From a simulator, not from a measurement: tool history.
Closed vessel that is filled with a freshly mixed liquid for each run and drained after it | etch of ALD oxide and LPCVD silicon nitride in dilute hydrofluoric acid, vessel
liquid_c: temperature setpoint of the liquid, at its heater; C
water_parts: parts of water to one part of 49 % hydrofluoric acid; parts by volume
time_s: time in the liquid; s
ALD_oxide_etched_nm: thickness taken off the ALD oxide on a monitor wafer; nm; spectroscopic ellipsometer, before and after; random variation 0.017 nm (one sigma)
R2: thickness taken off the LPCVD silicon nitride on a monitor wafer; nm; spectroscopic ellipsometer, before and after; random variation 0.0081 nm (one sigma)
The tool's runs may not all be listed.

{"run": 1, "day": 0.0, "liquid_c": 24.0, "water_parts": 280, "time_s": 75, "ALD_oxide_etched_nm": 5.7403, "R2": 0.12694}
{"run": 2, "day": 0.242, "liquid_c": 23.0, "water_parts": 320, "time_s": 75, "ALD_oxide_etched_nm": 4.6626, "R2": 0.12799}
{"run": 3, "day": 0.262, "liquid_c": 22.0, "water_parts": 355, "time_s": 75, "ALD_oxide_etched_nm": 3.9682, "R2": 0.088541}
{"run": 4, "day": 0.512, "liquid_c": 21.5, "water_parts": 385, "time_s": 75, "ALD_oxide_etched_nm": 3.4944, "R2": 0.07193}
{"run": 5, "day": 0.862, "liquid_c": 19.0, "water_parts": 385, "time_s": 75, "ALD_oxide_etched_nm": 3.1656, "R2": 0.088519}
{"run": 6, "day": 1.108, "liquid_c": 19.0, "water_parts": 385, "time_s": 60, "ALD_oxide_etched_nm": 2.5415, "R2": 0.0678}
{"run": 7, "day": 1.267, "liquid_c": 18.5, "water_parts": 400, "time_s": 60, "ALD_oxide_etched_nm": 2.3793, "R2": 0.042757}

Run 8 comes next. What will it give?
{"day": 1.475, "done": "thermometer replaced"}
{"run": 8, "day": 1.475, "liquid_c": 18.0, "water_parts": 410, "time_s": 60, "ALD_oxide_etched_nm": "?", "R2": "?"}

Run 8 gave ALD_oxide_etched_nm 2.1779 nm, R2 0.044984 nm.

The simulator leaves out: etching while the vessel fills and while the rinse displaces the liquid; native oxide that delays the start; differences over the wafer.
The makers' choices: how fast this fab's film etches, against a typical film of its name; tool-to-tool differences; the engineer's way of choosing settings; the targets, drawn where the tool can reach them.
